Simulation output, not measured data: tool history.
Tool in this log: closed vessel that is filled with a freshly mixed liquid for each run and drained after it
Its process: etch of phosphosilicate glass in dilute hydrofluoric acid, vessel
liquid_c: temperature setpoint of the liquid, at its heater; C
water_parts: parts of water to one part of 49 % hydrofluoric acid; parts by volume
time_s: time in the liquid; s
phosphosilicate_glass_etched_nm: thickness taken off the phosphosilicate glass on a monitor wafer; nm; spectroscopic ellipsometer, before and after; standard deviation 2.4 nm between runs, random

run    day  liquid_c  water_parts  time_s  phosphosilicate_glass_etched_nm
  1  0.000      26.0           70     105                           370.83
  2  0.321      29.5           70     105                           424.05
  3  0.688      29.5           70     110                           447.67
  4  0.838      29.5           70     110                           442.96
  5  1.171      29.5           70     110                           447.59
  6  1.329      27.0           70     110                           402.76
  7  1.617      28.0           70     110                           417.64
  8  1.717      29.0           70     110                           437.00

Forecast run 9:
  9  1.883      30.0           70     110                                ?

phosphosilicate_glass_etched_nm: 450.03 nm
